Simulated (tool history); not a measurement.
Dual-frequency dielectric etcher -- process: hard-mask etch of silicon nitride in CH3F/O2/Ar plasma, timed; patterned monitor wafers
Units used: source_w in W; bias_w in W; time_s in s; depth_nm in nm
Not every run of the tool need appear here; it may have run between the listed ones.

{"run": 1, "hour": 0.0, "source_w": 280, "bias_w": 88, "time_s": 107.0, "depth_nm": 70.715}
{"run": 2, "hour": 1.3, "source_w": 280, "bias_w": 103, "time_s": 107.0, "depth_nm": 75.204}
{"run": 3, "hour": 10.2, "source_w": 260, "bias_w": 99, "time_s": 106.5, "depth_nm": 71.416}
{"run": 4, "hour": 16.2, "source_w": 240, "bias_w": 97, "time_s": 106.5, "depth_nm": 69.782}
{"run": 5, "hour": 18.3, "source_w": 240, "bias_w": 97, "time_s": 107.0, "depth_nm": 69.418}
{"run": 6, "hour": 27.2, "source_w": 230, "bias_w": 95, "time_s": 106.5, "depth_nm": 68.06}

The next listed run, before its measurement:
{"run": 7, "hour": 34.6, "source_w": 220, "bias_w": 93, "time_s": 106.0, "depth_nm": "?"}

depth_nm: 66.537 nm

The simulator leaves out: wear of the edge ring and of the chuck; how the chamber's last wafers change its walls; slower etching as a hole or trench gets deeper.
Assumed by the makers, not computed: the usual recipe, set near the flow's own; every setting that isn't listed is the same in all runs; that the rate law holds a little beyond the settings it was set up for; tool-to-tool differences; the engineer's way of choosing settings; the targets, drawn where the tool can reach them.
